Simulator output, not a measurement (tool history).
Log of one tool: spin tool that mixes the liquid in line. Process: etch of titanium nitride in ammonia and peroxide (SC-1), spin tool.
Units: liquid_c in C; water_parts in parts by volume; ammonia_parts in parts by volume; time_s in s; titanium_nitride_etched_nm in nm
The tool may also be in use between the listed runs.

{"run": 1, "hour": 0.0, "liquid_c": 49, "water_parts": 11.5, "ammonia_parts": 0.85, "time_s": 280, "titanium_nitride_etched_nm": 12.27}
{"run": 2, "hour": 2.2, "liquid_c": 47.5, "water_parts": 11.5, "ammonia_parts": 0.85, "time_s": 280, "titanium_nitride_etched_nm": 11.029}
{"run": 3, "hour": 8.2, "liquid_c": 46, "water_parts": 11.5, "ammonia_parts": 0.85, "time_s": 280, "titanium_nitride_etched_nm": 9.8983}
{"run": 4, "hour": 10.7, "liquid_c": 46, "water_parts": 11.5, "ammonia_parts": 0.85, "time_s": 280, "titanium_nitride_etched_nm": 9.923}
{"run": 5, "hour": 12.6, "liquid_c": 46, "water_parts": 15, "ammonia_parts": 0.85, "time_s": 280, "titanium_nitride_etched_nm": 8.5593}
{"run": 6, "hour": 13.6, "liquid_c": 46, "water_parts": 15, "ammonia_parts": 0.7, "time_s": 280, "titanium_nitride_etched_nm": 8.2526}
{"run": 7, "hour": 17.6, "liquid_c": 46, "water_parts": 15, "ammonia_parts": 0.7, "time_s": 280, "titanium_nitride_etched_nm": 8.3666}
{"run": 8, "hour": 18.1, "liquid_c": 46, "water_parts": 15, "ammonia_parts": 0.7, "time_s": 280, "titanium_nitride_etched_nm": 8.2482}
{"run": 9, "hour": 26.5, "liquid_c": 46, "water_parts": 15, "ammonia_parts": 0.7, "time_s": 280, "titanium_nitride_etched_nm": 8.3873}
{"run": 10, "hour": 30.8, "liquid_c": 45.5, "water_parts": 15, "ammonia_parts": 0.7, "time_s": 280, "titanium_nitride_etched_nm": 8.0267}

Forecast run 11:
{"run": 11, "hour": 38.5, "liquid_c": 45, "water_parts": 15, "ammonia_parts": 0.7, "time_s": 280, "titanium_nitride_etched_nm": "?"}

titanium_nitride_etched_nm: 7.7741 nm
